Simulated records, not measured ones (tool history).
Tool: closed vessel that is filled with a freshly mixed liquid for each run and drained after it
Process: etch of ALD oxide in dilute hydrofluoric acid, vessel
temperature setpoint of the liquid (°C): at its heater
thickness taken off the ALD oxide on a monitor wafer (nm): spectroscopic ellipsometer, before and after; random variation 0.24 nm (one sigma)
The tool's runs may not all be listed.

| run | hour | temperature setpoint of the liquid (°C) | parts of water to one part of 49 % hydrofluoric acid (parts by volume) | time in the liquid (s) | thickness taken off the ALD oxide on a monitor wafer (nm) |
|---|---|---|---|---|---|
| 1 | 0 | 26 | 230 | 275 | 26.326 |
| 2 | 6 | 27 | 210 | 275 | 30.409 |
| 3 | 11.4 | 27 | 210 | 300 | 33.026 |
| 4 | 20.3 | 27 | 210 | 275 | 30.312 |
| 5 | 26.1 | 27 | 210 | 300 | 33.177 |
| 6 | 28.7 | 30 | 210 | 300 | 36.842 |
| 7 | 30.5 | 30 | 210 | 300 | 36.85 |
| 8 | 38.7 | 30.5 | 195 | 300 | 41.188 |
| 9 | 46.7 | 34 | 110 | 300 | 92.786 |
| 10 | 51.9 | 33 | 110 | 300 | 89.713 |
| 11 | 54.1 | 32 | 110 | 300 | 86.102 |
| 12 | 55.1 | 31 | 110 | 300 | 83.049 |
| 13 | 57.1 | 30.5 | 110 | 300 | 81.56 |

Forecast run 14:
| 14 | 60.7 | 30 | 110 | 300 | ? |

thickness taken off the ALD oxide on a monitor wafer (nm): 80.24
